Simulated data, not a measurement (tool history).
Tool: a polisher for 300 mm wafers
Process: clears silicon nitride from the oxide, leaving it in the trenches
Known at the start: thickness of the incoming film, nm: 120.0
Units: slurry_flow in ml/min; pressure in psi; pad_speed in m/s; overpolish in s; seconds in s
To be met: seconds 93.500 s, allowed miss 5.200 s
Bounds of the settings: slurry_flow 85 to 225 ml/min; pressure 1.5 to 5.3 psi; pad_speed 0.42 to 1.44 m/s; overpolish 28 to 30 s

run 1 hour=0.0 | slurry_flow=145 pressure=3.4 pad_speed=0.92 overpolish=28 | seconds=128.690
run 2 hour=8.4 | slurry_flow=145 pressure=3.6 pad_speed=0.92 overpolish=28 | seconds=123.750
run 3 hour=14.3 | slurry_flow=145 pressure=3.6 pad_speed=0.92 overpolish=28 | seconds=125.140
run 4 hour=14.8 | slurry_flow=145 pressure=3.6 pad_speed=0.92 overpolish=28 | seconds=127.610
run 5 hour=20.8 | slurry_flow=145 pressure=3.6 pad_speed=0.82 overpolish=28 | seconds=142.590
run 6 hour=27.5 | slurry_flow=145 pressure=3.6 pad_speed=0.82 overpolish=30 | seconds=141.510
run 7 hour=32.8 | slurry_flow=145 pressure=4.0 pad_speed=0.84 overpolish=30 | seconds=124.610
run 8 hour=36.9 | slurry_flow=145 pressure=4.3 pad_speed=0.84 overpolish=30 | seconds=114.290
run 9 hour=40.2 | slurry_flow=145 pressure=4.5 pad_speed=0.84 overpolish=30 | seconds=110.410
run 10 hour=48.6 | slurry_flow=145 pressure=4.6 pad_speed=0.84 overpolish=30 | seconds=108.050
run 11 hour=56.8 | slurry_flow=145 pressure=4.7 pad_speed=0.84 overpolish=30 | seconds=107.360

Which of these 5 next moves meets every target?
run A hour=65.0 | slurry_flow=120 pressure=4.6 pad_speed=0.76 overpolish=30 | seconds=?
run B hour=65.0 | slurry_flow=120 pressure=4.1 pad_speed=0.80 overpolish=30 | seconds=?
run C hour=65.0 | slurry_flow=120 pressure=4.0 pad_speed=1.14 overpolish=30 | seconds=?
run D hour=65.0 | slurry_flow=130 pressure=4.7 pad_speed=0.80 overpolish=28 | seconds=?
run E hour=65.0 | slurry_flow=110 pressure=4.2 pad_speed=0.88 overpolish=30 | seconds=?

move=A seconds=119.340
move=B seconds=127.090
move=C seconds=92.302
move=D seconds=109.190
move=E seconds=115.720
A: further off than the last run
B: further off than the last run
C: meets every target
D: further off than the last run
E: further off than the last run
Move C is the one to make.

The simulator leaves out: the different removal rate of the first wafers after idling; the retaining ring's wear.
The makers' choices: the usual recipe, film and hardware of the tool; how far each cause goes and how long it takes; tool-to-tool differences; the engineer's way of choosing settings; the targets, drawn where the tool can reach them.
